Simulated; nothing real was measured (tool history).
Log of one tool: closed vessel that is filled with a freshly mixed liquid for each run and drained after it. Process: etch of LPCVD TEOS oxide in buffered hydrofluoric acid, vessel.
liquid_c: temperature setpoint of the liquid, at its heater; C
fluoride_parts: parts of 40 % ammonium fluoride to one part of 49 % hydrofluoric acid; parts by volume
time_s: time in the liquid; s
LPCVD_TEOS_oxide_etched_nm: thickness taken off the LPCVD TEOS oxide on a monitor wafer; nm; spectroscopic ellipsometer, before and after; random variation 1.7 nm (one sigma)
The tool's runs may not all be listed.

Run 1, day 0: liquid_c 21 C, fluoride_parts 7.5 parts by volume, time_s 105 s. Result: LPCVD_TEOS_oxide_etched_nm 491.71 nm.
Run 2, day 0.238: liquid_c 17.5 C, fluoride_parts 7.5 parts by volume, time_s 105 s. Result: LPCVD_TEOS_oxide_etched_nm 405.3 nm.
Run 3, day 0.292: liquid_c 18 C, fluoride_parts 7.5 parts by volume, time_s 105 s. Result: LPCVD_TEOS_oxide_etched_nm 412.73 nm.
Run 4, day 0.629: liquid_c 18.5 C, fluoride_parts 7.5 parts by volume, time_s 105 s. Result: LPCVD_TEOS_oxide_etched_nm 426.96 nm.
Run 5, day 0.992: liquid_c 21 C, fluoride_parts 7.5 parts by volume, time_s 105 s. Result: LPCVD_TEOS_oxide_etched_nm 492.63 nm.
Run 6, day 1.175: liquid_c 21 C, fluoride_parts 7.5 parts by volume, time_s 105 s. Result: LPCVD_TEOS_oxide_etched_nm 490.08 nm.
Run 7, day 1.4: liquid_c 21.5 C, fluoride_parts 7.5 parts by volume, time_s 105 s. Result: LPCVD_TEOS_oxide_etched_nm 503.21 nm.

Run 8 comes next. What will it give?
Run 8, day 1.629: liquid_c 22 C, fluoride_parts 7.5 parts by volume, time_s 105 s. Result: LPCVD_TEOS_oxide_etched_nm ?.

LPCVD_TEOS_oxide_etched_nm: 517.46 nm
